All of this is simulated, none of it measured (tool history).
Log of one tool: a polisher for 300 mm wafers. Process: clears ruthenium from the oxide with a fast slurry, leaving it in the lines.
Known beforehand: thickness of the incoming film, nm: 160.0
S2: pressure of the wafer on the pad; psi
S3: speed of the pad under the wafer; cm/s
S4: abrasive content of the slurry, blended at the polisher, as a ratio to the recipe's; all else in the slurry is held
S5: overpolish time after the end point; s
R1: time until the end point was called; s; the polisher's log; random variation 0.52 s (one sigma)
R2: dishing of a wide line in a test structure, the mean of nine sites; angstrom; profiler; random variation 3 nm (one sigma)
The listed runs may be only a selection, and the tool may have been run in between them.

{"run": 1, "hour": 0.0, "flow of slurry (ml/min)": 300, "S2": 3.5, "S3": 76, "S4": 1, "S5": 27, "R1": 34.61, "R2": 897.95}
{"run": 2, "hour": 1.6, "flow of slurry (ml/min)": 335, "S2": 3.5, "S3": 76, "S4": 1, "S5": 27, "R1": 33.573, "R2": 903.28}
{"run": 3, "hour": 10.0, "flow of slurry (ml/min)": 335, "S2": 3.5, "S3": 76, "S4": 1.1, "S5": 27, "R1": 33.803, "R2": 940.76}
{"run": 4, "hour": 16.9, "flow of slurry (ml/min)": 335, "S2": 2.7, "S3": 76, "S4": 1.1, "S5": 27, "R1": 42.747, "R2": 732.32}
{"run": 5, "hour": 24.9, "flow of slurry (ml/min)": 295, "S2": 2.7, "S3": 76, "S4": 1.1, "S5": 27, "R1": 43.444, "R2": 741.02}
{"run": 6, "hour": 31.6, "flow of slurry (ml/min)": 295, "S2": 2.7, "S3": 90, "S4": 1.1, "S5": 27, "R1": 37.162, "R2": 856.48}
{"run": 7, "hour": 39.8, "flow of slurry (ml/min)": 295, "S2": 2.8, "S3": 90, "S4": 1.1, "S5": 28, "R1": 36.992, "R2": 881.35}
{"run": 8, "hour": 45.0, "flow of slurry (ml/min)": 295, "S2": 2.9, "S3": 90, "S4": 1.1, "S5": 29, "R1": 34.546, "R2": 962.55}
{"run": 9, "hour": 46.8, "flow of slurry (ml/min)": 295, "S2": 3, "S3": 90, "S4": 1.1, "S5": 30, "R1": 33.058, "R2": 1023.8}
{"run": 10, "hour": 53.3, "flow of slurry (ml/min)": 295, "S2": 3, "S3": 90, "S4": 1.1, "S5": 31, "R1": 33.296, "R2": 1062.3}
{"run": 11, "hour": 59.5, "flow of slurry (ml/min)": 295, "S2": 3.1, "S3": 90, "S4": 1.1, "S5": 31, "R1": 33.25, "R2": 1024.8}
{"run": 12, "hour": 60.4, "flow of slurry (ml/min)": 295, "S2": 3.2, "S3": 90, "S4": 1.1, "S5": 32, "R1": 32.476, "R2": 1116.9}
{"run": 13, "hour": 62.9, "flow of slurry (ml/min)": 295, "S2": 3.3, "S3": 90, "S4": 1.1, "S5": 32, "R1": 30.003, "R2": 1122.4}
{"run": 14, "hour": 68.0, "flow of slurry (ml/min)": 295, "S2": 3.3, "S3": 90, "S4": 1.1, "S5": 33, "R1": 30.48, "R2": 1140.7}
{"run": 15, "hour": 71.6, "flow of slurry (ml/min)": 295, "S2": 3.3, "S3": 90, "S4": 1.1, "S5": 34, "R1": 30.529, "R2": 1160.7}
{"run": 16, "hour": 73.6, "flow of slurry (ml/min)": 295, "S2": 3.3, "S3": 90, "S4": 1.1, "S5": 35, "R1": 31.075, "R2": 1219.1}

Expected results for the next run?
{"run": 17, "hour": 75.3, "flow of slurry (ml/min)": 295, "S2": 3.5, "S3": 90, "S4": 1.1, "S5": 36, "R1": "?", "R2": "?"}

Run 17 came out at R1 29.053 s, R2 1231.2 angstrom.
